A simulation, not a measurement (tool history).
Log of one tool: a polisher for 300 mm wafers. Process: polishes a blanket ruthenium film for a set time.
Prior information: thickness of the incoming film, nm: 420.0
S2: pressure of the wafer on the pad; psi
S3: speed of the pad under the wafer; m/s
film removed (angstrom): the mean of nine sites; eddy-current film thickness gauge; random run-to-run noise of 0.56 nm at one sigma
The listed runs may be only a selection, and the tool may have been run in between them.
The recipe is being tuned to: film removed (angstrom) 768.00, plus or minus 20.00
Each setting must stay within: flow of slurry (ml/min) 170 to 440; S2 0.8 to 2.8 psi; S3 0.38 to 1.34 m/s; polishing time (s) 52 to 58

{"run": 1, "hour": 0.0, "flow of slurry (ml/min)": 280, "S2": 1.8, "S3": 0.86, "polishing time (s)": 58, "film removed (angstrom)": 516.81}
{"run": 2, "hour": 7.0, "flow of slurry (ml/min)": 280, "S2": 1.8, "S3": 0.78, "polishing time (s)": 58, "film removed (angstrom)": 473.67}
{"run": 3, "hour": 10.2, "flow of slurry (ml/min)": 285, "S2": 2.0, "S3": 0.78, "polishing time (s)": 58, "film removed (angstrom)": 518.86}
{"run": 4, "hour": 14.1, "flow of slurry (ml/min)": 285, "S2": 2.0, "S3": 0.56, "polishing time (s)": 58, "film removed (angstrom)": 381.52}
{"run": 5, "hour": 15.0, "flow of slurry (ml/min)": 285, "S2": 2.0, "S3": 0.56, "polishing time (s)": 58, "film removed (angstrom)": 383.14}
{"run": 6, "hour": 16.7, "flow of slurry (ml/min)": 285, "S2": 1.8, "S3": 0.56, "polishing time (s)": 58, "film removed (angstrom)": 340.75}
{"run": 7, "hour": 23.9, "flow of slurry (ml/min)": 285, "S2": 2.1, "S3": 0.6, "polishing time (s)": 58, "film removed (angstrom)": 423.62}
{"run": 8, "hour": 32.0, "flow of slurry (ml/min)": 285, "S2": 2.3, "S3": 0.64, "polishing time (s)": 58, "film removed (angstrom)": 488.77}
{"run": 9, "hour": 36.0, "flow of slurry (ml/min)": 290, "S2": 2.4, "S3": 0.68, "polishing time (s)": 58, "film removed (angstrom)": 544.98}
{"run": 10, "hour": 44.3, "flow of slurry (ml/min)": 290, "S2": 2.5, "S3": 0.7, "polishing time (s)": 58, "film removed (angstrom)": 577.63}
{"run": 11, "hour": 52.1, "flow of slurry (ml/min)": 290, "S2": 2.6, "S3": 0.74, "polishing time (s)": 58, "film removed (angstrom)": 645.8}
{"run": 12, "hour": 59.6, "flow of slurry (ml/min)": 290, "S2": 2.7, "S3": 0.76, "polishing time (s)": 58, "film removed (angstrom)": 685.9}
{"run": 13, "hour": 68.1, "flow of slurry (ml/min)": 295, "S2": 2.7, "S3": 0.78, "polishing time (s)": 58, "film removed (angstrom)": 703.09}
{"run": 14, "hour": 74.5, "flow of slurry (ml/min)": 295, "S2": 2.8, "S3": 0.8, "polishing time (s)": 58, "film removed (angstrom)": 738.35}

Exercise: of the 4 proposed moves below, exactly one satisfies all targets within the stated allowed misses. Which move is it?
{"run": "A", "hour": 80.9, "flow of slurry (ml/min)": 355, "S2": 2.8, "S3": 0.82, "polishing time (s)": 52, "film removed (angstrom)": "?"}
{"run": "B", "hour": 80.9, "flow of slurry (ml/min)": 335, "S2": 2.6, "S3": 0.84, "polishing time (s)": 57, "film removed (angstrom)": "?"}
{"run": "C", "hour": 80.9, "flow of slurry (ml/min)": 300, "S2": 2.7, "S3": 0.82, "polishing time (s)": 55, "film removed (angstrom)": "?"}
{"run": "D", "hour": 80.9, "flow of slurry (ml/min)": 295, "S2": 2.7, "S3": 0.92, "polishing time (s)": 54, "film removed (angstrom)": "?"}

move=A film_removed_(angstrom)=693.31
move=B film_removed_(angstrom)=720.36
move=C film_removed_(angstrom)=698.51
move=D film_removed_(angstrom)=765.76
A: misses by more than the last run did
B: misses by more than the last run did
C: misses by more than the last run did
D: every result lands within tolerance
So the answer is move D, the one that meets all the targets.

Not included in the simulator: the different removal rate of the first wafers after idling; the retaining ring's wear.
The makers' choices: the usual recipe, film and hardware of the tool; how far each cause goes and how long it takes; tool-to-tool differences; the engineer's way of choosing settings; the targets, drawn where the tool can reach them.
